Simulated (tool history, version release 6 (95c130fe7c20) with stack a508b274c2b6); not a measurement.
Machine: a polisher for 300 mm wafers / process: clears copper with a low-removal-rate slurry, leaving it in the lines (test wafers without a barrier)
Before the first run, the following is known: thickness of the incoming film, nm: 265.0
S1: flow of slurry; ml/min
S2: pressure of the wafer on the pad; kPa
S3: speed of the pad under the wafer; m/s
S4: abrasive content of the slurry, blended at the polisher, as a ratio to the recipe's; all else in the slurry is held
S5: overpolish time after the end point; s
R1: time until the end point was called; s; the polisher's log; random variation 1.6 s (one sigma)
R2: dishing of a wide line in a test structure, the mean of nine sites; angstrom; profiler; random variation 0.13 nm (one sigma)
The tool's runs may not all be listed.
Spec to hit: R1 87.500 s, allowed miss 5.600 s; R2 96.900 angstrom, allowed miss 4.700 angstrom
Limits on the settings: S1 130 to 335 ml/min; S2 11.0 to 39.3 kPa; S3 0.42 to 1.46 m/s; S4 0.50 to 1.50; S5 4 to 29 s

{"run": 1, "day": 0.0, "S1": 215, "S2": 24.8, "S3": 0.94, "S4": 1.0, "S5": 15, "R1": 111.17, "R2": 275.14}
{"run": 2, "day": 0.029, "S1": 215, "S2": 22.8, "S3": 1.0, "S4": 1.0, "S5": 13, "R1": 111.28, "R2": 232.62}
{"run": 3, "day": 0.125, "S1": 215, "S2": 22.8, "S3": 1.0, "S4": 1.1, "S5": 13, "R1": 113.09, "R2": 239.15}
{"run": 4, "day": 0.296, "S1": 210, "S2": 20.0, "S3": 1.1, "S4": 0.95, "S5": 11, "R1": 122.99, "R2": 190.45}
{"run": 5, "day": 0.604, "S1": 235, "S2": 19.3, "S3": 1.16, "S4": 0.85, "S5": 10, "R1": 121.97, "R2": 170.01}
{"run": 6, "day": 0.742, "S1": 255, "S2": 19.3, "S3": 1.22, "S4": 0.8, "S5": 9, "R1": 116.62, "R2": 163.87}
{"run": 7, "day": 0.983, "S1": 270, "S2": 18.6, "S3": 1.28, "S4": 0.75, "S5": 8, "R1": 117.25, "R2": 145.84}
{"run": 8, "day": 1.008, "S1": 285, "S2": 18.6, "S3": 1.32, "S4": 0.7, "S5": 7, "R1": 110.03, "R2": 131.47}
{"run": 9, "day": 1.125, "S1": 295, "S2": 18.6, "S3": 1.34, "S4": 0.65, "S5": 6, "R1": 110.18, "R2": 109.69}

4 candidate next runs follow, results not yet known. Just one meets every target within its allowed miss. Identify it.
{"run": "A", "day": 1.242, "S1": 195, "S2": 16.5, "S3": 1.18, "S4": 0.6, "S5": 9, "R1": "?", "R2": "?"}
{"run": "B", "day": 1.242, "S1": 305, "S2": 24.1, "S3": 1.42, "S4": 0.6, "S5": 4, "R1": "?", "R2": "?"}
{"run": "C", "day": 1.242, "S1": 270, "S2": 21.4, "S3": 1.06, "S4": 0.5, "S5": 8, "R1": "?", "R2": "?"}
{"run": "D", "day": 1.242, "S1": 300, "S2": 22.8, "S3": 1.46, "S4": 0.75, "S5": 5, "R1": "?", "R2": "?"}

move=A R1=149.370 R2=120.360
move=B R1=83.394 R2=97.282
move=C R1=130.390 R2=123.070
move=D R1=80.827 R2=124.170
A: its largest miss is bigger than the last run's
B: meets every target
C: its largest miss is bigger than the last run's
D: takes the biggest miss from the last run beyond its target
Answer: B
